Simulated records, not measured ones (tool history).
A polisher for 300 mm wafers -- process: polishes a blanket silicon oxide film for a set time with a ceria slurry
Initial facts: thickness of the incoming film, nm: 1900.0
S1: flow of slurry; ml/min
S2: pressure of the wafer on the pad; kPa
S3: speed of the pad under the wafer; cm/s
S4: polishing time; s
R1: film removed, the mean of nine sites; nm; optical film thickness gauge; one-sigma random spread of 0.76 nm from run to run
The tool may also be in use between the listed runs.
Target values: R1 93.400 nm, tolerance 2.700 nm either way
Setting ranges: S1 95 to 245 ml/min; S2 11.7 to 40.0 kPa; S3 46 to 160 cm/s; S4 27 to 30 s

run,hour,S1,S2,S3,S4,R1
1,0.0,155,25.5,102,30,152.890
2,2.8,155,25.5,102,27,137.450
3,3.7,190,25.5,102,27,142.070
4,6.8,190,22.1,102,27,122.600
5,7.5,190,22.1,102,30,137.720
6,11.0,185,18.6,102,30,117.040
7,19.0,180,17.2,102,30,107.210
8,21.8,180,17.2,102,30,106.910
9,26.9,170,16.5,102,30,102.300

4 candidate next runs follow, results not yet known. Just one meets every target within its allowed miss. Identify it.
A,32.0,135,19.3,104,30,?
B,32.0,145,17.9,98,27,?
C,32.0,155,18.6,96,28,?
D,32.0,135,19.3,100,27,?

move,R1
A,115.240
B,92.556
C,98.810
D,99.848
A: lands further from the targets than the last run did
B: hits every target within its allowed miss
C: nearer than the last run, and not there yet
D: nearer than the last run, and not there yet
The move that meets every target is B.
